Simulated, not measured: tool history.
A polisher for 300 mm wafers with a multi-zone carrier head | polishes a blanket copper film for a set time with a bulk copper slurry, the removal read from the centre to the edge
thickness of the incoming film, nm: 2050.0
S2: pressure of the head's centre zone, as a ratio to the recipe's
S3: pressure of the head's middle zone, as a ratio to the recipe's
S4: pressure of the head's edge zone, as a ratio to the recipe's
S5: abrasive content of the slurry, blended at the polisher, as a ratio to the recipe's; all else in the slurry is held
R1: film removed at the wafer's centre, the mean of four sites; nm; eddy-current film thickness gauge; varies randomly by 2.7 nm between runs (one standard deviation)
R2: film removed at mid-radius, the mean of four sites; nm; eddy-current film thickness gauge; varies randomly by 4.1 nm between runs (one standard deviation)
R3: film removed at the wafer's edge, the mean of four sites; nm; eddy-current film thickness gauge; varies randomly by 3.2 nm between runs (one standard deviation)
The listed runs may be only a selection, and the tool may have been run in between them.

run 1 hour=0.0 | flow_of_slurry_(ml/min)=290 S2=1.00 S3=1.00 S4=1.00 S5=1.00 polishing_time_(s)=66 | R1=597.25 R2=631.44 R3=596.97
run 2 hour=3.0 | flow_of_slurry_(ml/min)=290 S2=1.00 S3=1.00 S4=1.00 S5=1.00 polishing_time_(s)=81 | R1=739.85 R2=778.03 R3=726.47
run 3 hour=5.6 | flow_of_slurry_(ml/min)=275 S2=0.94 S3=0.97 S4=1.00 S5=0.85 polishing_time_(s)=71 | R1=584.31 R2=631.18 R3=617.07
run 4 hour=9.6 | flow_of_slurry_(ml/min)=260 S2=0.90 S3=0.96 S4=1.01 S5=0.75 polishing_time_(s)=63 | R1=476.03 R2=545.33 R3=538.36
run 5 hour=15.1 | flow_of_slurry_(ml/min)=260 S2=0.86 S3=0.96 S4=1.01 S5=0.75 polishing_time_(s)=63 | R1=453.25 R2=533.35 R3=535.64
run 6 hour=20.3 | flow_of_slurry_(ml/min)=260 S2=0.81 S3=0.96 S4=1.01 S5=0.75 polishing_time_(s)=63 | R1=429.13 R2=548.03 R3=538.48
run 7 hour=28.7 | flow_of_slurry_(ml/min)=250 S2=0.81 S3=0.94 S4=1.00 S5=0.65 polishing_time_(s)=59 | R1=386.86 R2=480.72 R3=481.58
run 8 hour=35.7 | flow_of_slurry_(ml/min)=235 S2=0.81 S3=0.93 S4=1.00 S5=0.60 polishing_time_(s)=57 | R1=362.08 R2=446.44 R3=455.64

Run 9, settings as shown, results not yet in. Your forecast:
run 9 hour=39.3 | flow_of_slurry_(ml/min)=220 S2=0.81 S3=0.92 S4=0.99 S5=0.55 polishing_time_(s)=56 | R1=? R2=? R3=?

Run 9 came out at R1 347.10 nm, R2 438.31 nm, R3 431.11 nm.

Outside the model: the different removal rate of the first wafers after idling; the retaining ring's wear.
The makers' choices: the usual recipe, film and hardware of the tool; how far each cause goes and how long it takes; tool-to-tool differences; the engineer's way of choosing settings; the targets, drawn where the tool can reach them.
